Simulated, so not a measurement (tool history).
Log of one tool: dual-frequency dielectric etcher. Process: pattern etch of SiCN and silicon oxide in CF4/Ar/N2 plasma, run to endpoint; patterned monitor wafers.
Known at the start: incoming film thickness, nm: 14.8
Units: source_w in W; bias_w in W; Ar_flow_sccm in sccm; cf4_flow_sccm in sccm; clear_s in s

{"run": 1, "hour": 0.0, "source_w": 450, "bias_w": 55, "Ar_flow_sccm": 131, "cf4_flow_sccm": 58, "clear_s": 17.892}
{"run": 2, "hour": 5.3, "source_w": 450, "bias_w": 55, "Ar_flow_sccm": 149, "cf4_flow_sccm": 58, "clear_s": 17.931}
{"run": 3, "hour": 8.8, "source_w": 450, "bias_w": 55, "Ar_flow_sccm": 161, "cf4_flow_sccm": 58, "clear_s": 18.571}
{"run": 4, "hour": 17.0, "source_w": 400, "bias_w": 55, "Ar_flow_sccm": 161, "cf4_flow_sccm": 58, "clear_s": 20.059}
{"run": 5, "hour": 19.2, "source_w": 380, "bias_w": 55, "Ar_flow_sccm": 161, "cf4_flow_sccm": 58, "clear_s": 21.245}
{"run": 6, "hour": 26.0, "source_w": 370, "bias_w": 55, "Ar_flow_sccm": 161, "cf4_flow_sccm": 58, "clear_s": 21.382}
{"run": 7, "hour": 34.2, "source_w": 350, "bias_w": 55, "Ar_flow_sccm": 161, "cf4_flow_sccm": 58, "clear_s": 22.141}
{"run": 8, "hour": 40.8, "source_w": 340, "bias_w": 55, "Ar_flow_sccm": 161, "cf4_flow_sccm": 58, "clear_s": 22.708}
{"run": 9, "hour": 46.9, "source_w": 330, "bias_w": 55, "Ar_flow_sccm": 161, "cf4_flow_sccm": 58, "clear_s": 23.302}

The next listed run, before its measurement:
{"run": 10, "hour": 51.5, "source_w": 320, "bias_w": 55, "Ar_flow_sccm": 161, "cf4_flow_sccm": 58, "clear_s": "?"}

clear_s: 23.631 s
